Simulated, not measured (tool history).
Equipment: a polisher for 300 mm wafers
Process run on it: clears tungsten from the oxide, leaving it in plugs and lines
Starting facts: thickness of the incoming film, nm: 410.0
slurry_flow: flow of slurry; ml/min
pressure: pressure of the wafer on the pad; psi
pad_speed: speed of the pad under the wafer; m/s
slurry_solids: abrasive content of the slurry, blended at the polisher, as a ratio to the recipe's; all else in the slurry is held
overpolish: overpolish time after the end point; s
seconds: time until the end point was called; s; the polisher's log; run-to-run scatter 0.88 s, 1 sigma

run 1 hour=0.0 | slurry_flow=230 pressure=4.0 pad_speed=1.40 slurry_solids=1.0 overpolish=7 | seconds=72.912
run 2 hour=5.3 | slurry_flow=255 pressure=4.0 pad_speed=1.40 slurry_solids=1.0 overpolish=7 | seconds=72.380
run 3 hour=7.0 | slurry_flow=255 pressure=4.0 pad_speed=1.40 slurry_solids=1.1 overpolish=7 | seconds=70.643
run 4 hour=11.8 | slurry_flow=255 pressure=4.0 pad_speed=1.40 slurry_solids=1.1 overpolish=7 | seconds=68.901
run 5 hour=16.5 | slurry_flow=255 pressure=4.3 pad_speed=1.42 slurry_solids=1.1 overpolish=7 | seconds=63.463
run 6 hour=24.1 | slurry_flow=255 pressure=4.3 pad_speed=1.74 slurry_solids=1.1 overpolish=7 | seconds=56.616
run 7 hour=26.1 | slurry_flow=255 pressure=4.4 pad_speed=1.74 slurry_solids=1.1 overpolish=7 | seconds=53.560

For run 8, what comes out?
run 8 hour=27.5 | slurry_flow=255 pressure=4.5 pad_speed=1.74 slurry_solids=1.1 overpolish=7 | seconds=?

Run 8 came out at seconds 54.980 s.

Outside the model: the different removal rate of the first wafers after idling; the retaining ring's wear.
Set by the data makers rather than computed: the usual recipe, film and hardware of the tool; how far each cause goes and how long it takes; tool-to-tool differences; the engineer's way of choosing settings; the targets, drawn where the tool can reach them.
